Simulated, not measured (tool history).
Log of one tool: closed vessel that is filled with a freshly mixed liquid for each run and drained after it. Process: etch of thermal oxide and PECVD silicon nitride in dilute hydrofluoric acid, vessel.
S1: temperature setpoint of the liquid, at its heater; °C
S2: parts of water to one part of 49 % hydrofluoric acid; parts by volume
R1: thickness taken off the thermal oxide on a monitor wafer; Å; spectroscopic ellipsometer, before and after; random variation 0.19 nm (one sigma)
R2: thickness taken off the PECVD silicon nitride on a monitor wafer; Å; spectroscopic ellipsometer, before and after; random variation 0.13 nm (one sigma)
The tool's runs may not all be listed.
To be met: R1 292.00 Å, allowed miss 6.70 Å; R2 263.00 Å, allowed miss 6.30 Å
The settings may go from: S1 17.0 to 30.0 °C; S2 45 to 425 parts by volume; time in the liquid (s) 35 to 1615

{"run": 1, "hour": 0.0, "S1": 22.0, "S2": 235, "time in the liquid (s)": 825, "R1": 123.0, "R2": 133.18}
{"run": 2, "hour": 3.2, "S1": 22.0, "S2": 190, "time in the liquid (s)": 795, "R1": 154.91, "R2": 157.43}
{"run": 3, "hour": 6.4, "S1": 22.5, "S2": 160, "time in the liquid (s)": 765, "R1": 187.28, "R2": 185.78}
{"run": 4, "hour": 10.3, "S1": 22.5, "S2": 140, "time in the liquid (s)": 730, "R1": 206.78, "R2": 202.16}
{"run": 5, "hour": 19.2, "S1": 22.5, "S2": 125, "time in the liquid (s)": 710, "R1": 229.17, "R2": 218.83}
{"run": 6, "hour": 24.2, "S1": 22.5, "S2": 115, "time in the liquid (s)": 695, "R1": 249.17, "R2": 233.29}
{"run": 7, "hour": 33.1, "S1": 22.5, "S2": 110, "time in the liquid (s)": 685, "R1": 252.64, "R2": 241.52}
{"run": 8, "hour": 41.1, "S1": 22.0, "S2": 105, "time in the liquid (s)": 680, "R1": 264.38, "R2": 242.41}
{"hour": 42.6, "done": "thermometer replaced"}
{"run": 9, "hour": 42.6, "S1": 22.0, "S2": 105, "time in the liquid (s)": 680, "R1": 252.25, "R2": 226.25}
{"run": 10, "hour": 43.8, "S1": 22.0, "S2": 100, "time in the liquid (s)": 675, "R1": 261.71, "R2": 235.08}
{"run": 11, "hour": 44.9, "S1": 22.0, "S2": 95, "time in the liquid (s)": 670, "R1": 276.54, "R2": 243.45}
{"run": 12, "hour": 50.1, "S1": 23.0, "S2": 90, "time in the liquid (s)": 665, "R1": 304.0, "R2": 272.28}
{"run": 13, "hour": 53.0, "S1": 23.0, "S2": 90, "time in the liquid (s)": 670, "R1": 306.06, "R2": 274.16}
{"run": 14, "hour": 58.2, "S1": 23.0, "S2": 90, "time in the liquid (s)": 675, "R1": 306.99, "R2": 278.34}
{"run": 15, "hour": 66.6, "S1": 22.5, "S2": 100, "time in the liquid (s)": 685, "R1": 272.87, "R2": 246.5}
{"run": 16, "hour": 75.1, "S1": 22.5, "S2": 100, "time in the liquid (s)": 680, "R1": 271.01, "R2": 243.57}
{"run": 17, "hour": 80.6, "S1": 23.0, "S2": 85, "time in the liquid (s)": 665, "R1": 324.79, "R2": 288.62}
{"run": 18, "hour": 85.2, "S1": 23.0, "S2": 85, "time in the liquid (s)": 675, "R1": 328.06, "R2": 292.27}
{"run": 19, "hour": 86.7, "S1": 23.0, "S2": 85, "time in the liquid (s)": 680, "R1": 327.04, "R2": 295.28}
{"run": 20, "hour": 92.5, "S1": 23.0, "S2": 85, "time in the liquid (s)": 685, "R1": 332.77, "R2": 295.12}
{"run": 21, "hour": 94.5, "S1": 23.0, "S2": 90, "time in the liquid (s)": 690, "R1": 315.75, "R2": 281.21}
{"run": 22, "hour": 102.3, "S1": 23.0, "S2": 90, "time in the liquid (s)": 695, "R1": 313.59, "R2": 283.26}
{"run": 23, "hour": 108.0, "S1": 22.5, "S2": 105, "time in the liquid (s)": 710, "R1": 267.75, "R2": 243.54}
{"run": 24, "hour": 112.3, "S1": 23.0, "S2": 90, "time in the liquid (s)": 680, "R1": 313.01, "R2": 277.55}
{"run": 25, "hour": 117.0, "S1": 23.0, "S2": 90, "time in the liquid (s)": 685, "R1": 313.13, "R2": 281.46}
{"run": 26, "hour": 120.4, "S1": 23.0, "S2": 90, "time in the liquid (s)": 690, "R1": 312.57, "R2": 283.54}

4 next moves are on the table. One of them brings every result within its allowed miss. Which?
{"run": "A", "hour": 123.8, "S1": 23.5, "S2": 85, "time in the liquid (s)": 590, "R1": "?", "R2": "?"}
{"run": "B", "hour": 123.8, "S1": 23.5, "S2": 85, "time in the liquid (s)": 620, "R1": "?", "R2": "?"}
{"run": "C", "hour": 123.8, "S1": 20.0, "S2": 75, "time in the liquid (s)": 610, "R1": "?", "R2": "?"}
{"run": "D", "hour": 123.8, "S1": 24.0, "S2": 80, "time in the liquid (s)": 570, "R1": "?", "R2": "?"}

move=A R1=291.58 R2=266.35
move=B R1=306.41 R2=279.89
move=C R1=299.57 R2=245.65
move=D R1=307.31 R2=282.39
A: meets every target
B: nearer than the last run, and not there yet
C: takes the result that was furthest off past its target
D: nearer than the last run, and not there yet
Answer: A
